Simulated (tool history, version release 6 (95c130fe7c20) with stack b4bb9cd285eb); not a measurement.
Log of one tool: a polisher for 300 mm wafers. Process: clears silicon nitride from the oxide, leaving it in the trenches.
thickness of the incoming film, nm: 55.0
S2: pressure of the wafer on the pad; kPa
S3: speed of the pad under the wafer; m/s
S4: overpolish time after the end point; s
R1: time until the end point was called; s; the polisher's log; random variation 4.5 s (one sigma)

Run 1, hour 0.0: flow of slurry (ml/min) 170, S2 11.7 kPa, S3 0.76 m/s, S4 10 s. Result: R1 135.05 s.
Run 2, hour 5.5: flow of slurry (ml/min) 170, S2 14.5 kPa, S3 0.76 m/s, S4 10 s. Result: R1 106.81 s.
Run 3, hour 13.8: flow of slurry (ml/min) 150, S2 14.5 kPa, S3 0.76 m/s, S4 10 s. Result: R1 114.83 s.
Run 4, hour 18.4: flow of slurry (ml/min) 165, S2 14.5 kPa, S3 0.76 m/s, S4 10 s. Result: R1 109.86 s.
Run 5, hour 26.1: flow of slurry (ml/min) 160, S2 12.4 kPa, S3 0.74 m/s, S4 10 s. Result: R1 129.76 s.
Run 6, hour 32.8: flow of slurry (ml/min) 160, S2 12.4 kPa, S3 0.80 m/s, S4 10 s. Result: R1 126.79 s.
Run 7, hour 38.9: flow of slurry (ml/min) 155, S2 11.0 kPa, S3 0.78 m/s, S4 10 s. Result: R1 138.75 s.
Run 8, hour 41.1: flow of slurry (ml/min) 155, S2 9.7 kPa, S3 0.74 m/s, S4 10 s. Result: R1 171.11 s.

Forecast run 9:
Run 9, hour 48.5: flow of slurry (ml/min) 155, S2 9.0 kPa, S3 0.74 m/s, S4 10 s. Result: R1 ?.

Run 9 gave R1 180.20 s.

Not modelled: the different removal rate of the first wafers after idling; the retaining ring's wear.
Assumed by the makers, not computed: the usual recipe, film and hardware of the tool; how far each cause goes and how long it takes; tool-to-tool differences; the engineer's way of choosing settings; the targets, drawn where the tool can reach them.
